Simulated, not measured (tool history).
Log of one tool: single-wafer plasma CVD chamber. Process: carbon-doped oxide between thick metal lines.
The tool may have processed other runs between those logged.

| run | day | heater temperature setpoint (°C) | chamber pressure (Torr) | RF power (W) | deposition time (s) | mean film thickness on the monitor wafer (Å) |
|---|---|---|---|---|---|---|
| 1 | 0.000 | 335 | 6.22 | 455 | 154 | 8856.9 |
| 2 | 0.225 | 335 | 6.22 | 395 | 154 | 7575.2 |
| 3 | 0.275 | 335 | 6.22 | 330 | 154 | 6083.2 |
| 4 | 0.492 | 334 | 6.29 | 360 | 154 | 6896.2 |
| 5 | 0.596 | 332 | 6.54 | 380 | 154 | 7378.1 |
| 6 | 0.729 | 330 | 6.77 | 395 | 154 | 7829.9 |
| 7 | 0.771 | 328 | 6.97 | 410 | 154 | 8219.0 |
| 8 | 1.125 | 327 | 7.11 | 425 | 154 | 8563.3 |
| 9 | 1.254 | 326 | 7.20 | 440 | 154 | 8970.2 |

Run 10 is up next; what results do you expect?
| 10 | 1.379 | 325 | 7.30 | 450 | 154 | ? |

{"run 10": {"mean film thickness on the monitor wafer (Å)": 9252.1}}
